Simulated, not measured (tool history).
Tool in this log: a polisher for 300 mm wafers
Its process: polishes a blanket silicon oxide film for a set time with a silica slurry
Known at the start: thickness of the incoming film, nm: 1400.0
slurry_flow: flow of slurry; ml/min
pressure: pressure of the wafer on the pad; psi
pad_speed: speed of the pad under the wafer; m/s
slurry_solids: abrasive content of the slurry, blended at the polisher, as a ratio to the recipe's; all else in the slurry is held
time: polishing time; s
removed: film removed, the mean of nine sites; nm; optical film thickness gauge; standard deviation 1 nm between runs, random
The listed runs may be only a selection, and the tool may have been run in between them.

run 1 hour=0.0 | slurry_flow=150 pressure=5.5 pad_speed=1.36 slurry_solids=1.0 time=31 | removed=179.53
run 2 hour=6.6 | slurry_flow=145 pressure=5.0 pad_speed=1.36 slurry_solids=1.0 time=31 | removed=165.13
run 3 hour=10.1 | slurry_flow=140 pressure=4.6 pad_speed=1.36 slurry_solids=1.0 time=31 | removed=148.68
run 4 hour=14.3 | slurry_flow=130 pressure=4.4 pad_speed=1.36 slurry_solids=1.0 time=31 | removed=143.87
run 5 hour=21.2 | slurry_flow=130 pressure=4.4 pad_speed=1.36 slurry_solids=1.2 time=31 | removed=157.24
run 6 hour=29.6 | slurry_flow=125 pressure=4.1 pad_speed=1.36 slurry_solids=1.2 time=31 | removed=146.36
run 7 hour=36.1 | slurry_flow=120 pressure=3.9 pad_speed=1.36 slurry_solids=1.2 time=31 | removed=138.98

Run 8 comes next. What will it give?
run 8 hour=43.1 | slurry_flow=115 pressure=3.8 pad_speed=1.36 slurry_solids=1.2 time=31 | removed=?

removed: 135.78 nm
